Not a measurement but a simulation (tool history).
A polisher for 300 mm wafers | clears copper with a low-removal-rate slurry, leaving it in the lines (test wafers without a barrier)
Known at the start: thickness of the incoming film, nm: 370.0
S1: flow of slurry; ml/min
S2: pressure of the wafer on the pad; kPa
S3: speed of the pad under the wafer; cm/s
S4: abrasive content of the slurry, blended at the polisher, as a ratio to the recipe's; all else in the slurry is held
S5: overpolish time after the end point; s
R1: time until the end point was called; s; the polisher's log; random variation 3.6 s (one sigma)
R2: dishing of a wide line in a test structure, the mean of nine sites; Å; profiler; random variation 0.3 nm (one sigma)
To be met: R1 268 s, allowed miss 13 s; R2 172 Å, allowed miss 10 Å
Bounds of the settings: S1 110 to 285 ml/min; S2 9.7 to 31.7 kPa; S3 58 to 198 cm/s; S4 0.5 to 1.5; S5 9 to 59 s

{"run": 1, "hour": 0.0, "S1": 180, "S2": 20.7, "S3": 128, "S4": 1, "S5": 30, "R1": 88.18, "R2": 715.46}
{"run": 2, "hour": 7.5, "S1": 180, "S2": 15.9, "S3": 128, "S4": 1, "S5": 30, "R1": 116.42, "R2": 572.6}
{"run": 3, "hour": 15.4, "S1": 175, "S2": 14.5, "S3": 114, "S4": 1, "S5": 26, "R1": 142.41, "R2": 444.28}
{"run": 4, "hour": 21.4, "S1": 170, "S2": 13.8, "S3": 104, "S4": 1.05, "S5": 22, "R1": 160.81, "R2": 355.33}
{"run": 5, "hour": 25.5, "S1": 170, "S2": 13.8, "S3": 104, "S4": 0.9, "S5": 22, "R1": 165.35, "R2": 340.83}
{"run": 6, "hour": 27.6, "S1": 170, "S2": 13.8, "S3": 118, "S4": 0.9, "S5": 22, "R1": 150.56, "R2": 385.98}
{"run": 7, "hour": 32.0, "S1": 175, "S2": 13.1, "S3": 106, "S4": 0.9, "S5": 20, "R1": 170.16, "R2": 314.42}
{"run": 8, "hour": 35.7, "S1": 180, "S2": 12.4, "S3": 98, "S4": 0.9, "S5": 19, "R1": 191.32, "R2": 263.45}
{"run": 9, "hour": 38.2, "S1": 190, "S2": 11.7, "S3": 92, "S4": 0.9, "S5": 20, "R1": 218.63, "R2": 258.39}
{"run": 10, "hour": 46.6, "S1": 190, "S2": 11, "S3": 90, "S4": 0.9, "S5": 18, "R1": 226.98, "R2": 215.97}
{"run": 11, "hour": 53.8, "S1": 200, "S2": 11, "S3": 88, "S4": 0.9, "S5": 18, "R1": 237.06, "R2": 211.17}
{"run": 12, "hour": 59.5, "S1": 200, "S2": 9.7, "S3": 78, "S4": 0.9, "S5": 11, "R1": 301.56, "R2": 109.21}
{"run": 13, "hour": 66.0, "S1": 195, "S2": 10.3, "S3": 78, "S4": 0.85, "S5": 12, "R1": 290.62, "R2": 123.55}
{"run": 14, "hour": 71.8, "S1": 195, "S2": 10.3, "S3": 80, "S4": 0.85, "S5": 13, "R1": 281.15, "R2": 133.21}
{"run": 15, "hour": 77.3, "S1": 195, "S2": 10.3, "S3": 80, "S4": 0.85, "S5": 14, "R1": 288.95, "R2": 147.3}
{"run": 16, "hour": 85.1, "S1": 190, "S2": 10.3, "S3": 80, "S4": 0.85, "S5": 14, "R1": 283.48, "R2": 145.1}

4 next moves are on the table. One of them brings every result within its allowed miss. Which?
{"run": "A", "hour": 92.9, "S1": 230, "S2": 11.7, "S3": 74, "S4": 0.75, "S5": 16, "R1": "?", "R2": "?"}
{"run": "B", "hour": 92.9, "S1": 220, "S2": 9.7, "S3": 82, "S4": 0.9, "S5": 12, "R1": "?", "R2": "?"}
{"run": "C", "hour": 92.9, "S1": 165, "S2": 17.2, "S3": 64, "S4": 0.7, "S5": 17, "R1": "?", "R2": "?"}
{"run": "D", "hour": 92.9, "S1": 215, "S2": 13.1, "S3": 68, "S4": 0.75, "S5": 18, "R1": "?", "R2": "?"}

move=A R1=268.73 R2=171.12
move=B R1=279.56 R2=125.72
move=C R1=228.42 R2=212.25
move=D R1=264.17 R2=194.21
A: meets every target
B: further off than the last run
C: takes the result that was furthest off past its target
D: takes the result that was furthest off past its target
Move A is the one to make.
